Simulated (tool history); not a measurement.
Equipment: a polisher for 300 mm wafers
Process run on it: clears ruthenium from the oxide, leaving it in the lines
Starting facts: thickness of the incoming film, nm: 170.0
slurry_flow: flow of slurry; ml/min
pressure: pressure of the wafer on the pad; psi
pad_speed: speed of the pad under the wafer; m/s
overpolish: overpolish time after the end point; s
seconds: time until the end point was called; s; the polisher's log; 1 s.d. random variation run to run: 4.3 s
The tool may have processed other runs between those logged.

Run 1, hour 0: slurry_flow 315 ml/min, pressure 1.8 psi, pad_speed 1.22 m/s, overpolish 27 s. Result: seconds 147.06 s.
Run 2, hour 7.4: slurry_flow 315 ml/min, pressure 1.6 psi, pad_speed 1.2 m/s, overpolish 27 s. Result: seconds 166.8 s.
Run 3, hour 11.7: slurry_flow 315 ml/min, pressure 1.6 psi, pad_speed 1.38 m/s, overpolish 27 s. Result: seconds 145.86 s.
Run 4, hour 14.6: slurry_flow 315 ml/min, pressure 1.6 psi, pad_speed 1.38 m/s, overpolish 27 s. Result: seconds 141.72 s.
Run 5, hour 18.6: slurry_flow 315 ml/min, pressure 1.5 psi, pad_speed 1.34 m/s, overpolish 27 s. Result: seconds 154.12 s.
Run 6, hour 25.4: slurry_flow 315 ml/min, pressure 1.4 psi, pad_speed 1.28 m/s, overpolish 27 s. Result: seconds 173.99 s.

The next listed run, before its measurement:
Run 7, hour 26.5: slurry_flow 315 ml/min, pressure 1.3 psi, pad_speed 1.26 m/s, overpolish 27 s. Result: seconds ?.

For run 7 the tool returned seconds 191.2 s.
